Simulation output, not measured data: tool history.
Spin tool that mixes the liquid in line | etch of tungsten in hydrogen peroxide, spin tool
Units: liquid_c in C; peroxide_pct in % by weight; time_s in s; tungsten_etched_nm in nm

run,day,liquid_c,peroxide_pct,time_s,tungsten_etched_nm
1,0.000,53.0,21,15,26.453
2,0.354,53.0,21,15,26.505
3,0.583,53.0,21,15,26.406
4,0.796,53.0,21,15,26.503
5,1.142,51.0,21,15,23.579
6,1.350,46.5,21,15,17.848
7,1.667,46.5,21,15,17.870
8,1.933,45.5,21,15,16.598
9,2.121,45.5,21,15,16.742
10,2.254,45.0,21,15,16.216
11,2.512,44.5,21,15,15.770
12,2.533,44.0,21,15,15.148
13,2.642,44.0,21,15,15.241
14,3.000,43.5,21,15,14.698

The next listed run, before its measurement:
15,3.171,43.0,21,15,?

Run 15 gave tungsten_etched_nm 14.333 nm.

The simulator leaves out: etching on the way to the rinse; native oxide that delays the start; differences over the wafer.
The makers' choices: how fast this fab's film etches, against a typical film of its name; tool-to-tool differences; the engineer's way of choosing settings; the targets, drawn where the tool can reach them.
